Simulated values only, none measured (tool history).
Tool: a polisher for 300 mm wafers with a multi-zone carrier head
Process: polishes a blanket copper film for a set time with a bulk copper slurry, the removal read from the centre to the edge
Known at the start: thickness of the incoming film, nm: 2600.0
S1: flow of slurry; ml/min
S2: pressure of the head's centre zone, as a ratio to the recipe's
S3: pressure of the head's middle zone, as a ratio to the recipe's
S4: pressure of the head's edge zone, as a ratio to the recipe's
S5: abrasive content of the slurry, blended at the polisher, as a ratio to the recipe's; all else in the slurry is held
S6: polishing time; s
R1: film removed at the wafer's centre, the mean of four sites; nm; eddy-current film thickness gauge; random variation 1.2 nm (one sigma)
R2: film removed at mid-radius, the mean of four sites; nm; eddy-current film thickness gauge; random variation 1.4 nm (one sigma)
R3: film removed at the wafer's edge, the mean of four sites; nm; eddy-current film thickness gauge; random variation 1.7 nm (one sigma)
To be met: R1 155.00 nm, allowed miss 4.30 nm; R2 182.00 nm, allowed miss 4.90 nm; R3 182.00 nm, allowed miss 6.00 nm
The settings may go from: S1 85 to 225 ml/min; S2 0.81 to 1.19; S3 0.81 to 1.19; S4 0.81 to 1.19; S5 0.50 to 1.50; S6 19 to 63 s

run    day   S1    S2    S3    S4    S5  S6      R1      R2      R3
  1  0.000  145  1.00  1.00  1.00  1.00  41  287.54  271.29  286.74
  2  0.158  145  1.00  1.00  1.00  1.10  41  297.51  275.90  297.60
  3  0.442  145  1.00  1.00  1.05  1.10  41  291.24  279.18  299.62
  4  0.546  145  1.00  1.00  1.05  0.90  41  278.77  263.07  284.66
  5  0.796  145  0.94  1.00  1.05  0.90  41  261.92  263.69  284.12
  6  0.946  145  0.94  1.00  1.09  0.90  41  264.61  267.74  288.89
  7  1.117  105  0.84  1.06  0.99  0.65  30  142.67  169.48  174.80
  8  1.212  110  0.84  1.06  0.99  0.65  30  145.27  171.06  176.97
  9  1.458  115  0.84  1.06  0.99  0.65  30  148.49  171.35  175.54
 10  1.533  120  0.84  1.07  1.00  0.65  30  149.57  180.03  178.55

5 next moves are on the table. One of them brings every result within its allowed miss. Which?
  A  1.608  125  0.85  1.07  0.97  0.60  31   ?   ?   ?
  B  1.608  125  0.88  1.03  0.98  0.80  28   ?   ?   ?
  C  1.608  130  0.81  1.05  1.04  0.70  29   ?   ?   ?
  D  1.608  120  0.83  1.10  1.00  0.75  28   ?   ?   ?
  E  1.608   95  0.83  1.03  1.00  0.75  31   ?   ?   ?

move      R1      R2      R3
   A  152.99  179.48  180.56
   B  155.46  171.06  178.70
   C  145.18  174.94  184.08
   D  142.93  175.69  175.49
   E  145.43  170.94  185.04
A: meets every target
B: brings the result that was furthest off to its target, and leaves another outside
C: further off than the last run
D: further off than the last run
E: further off than the last run
Answer: A
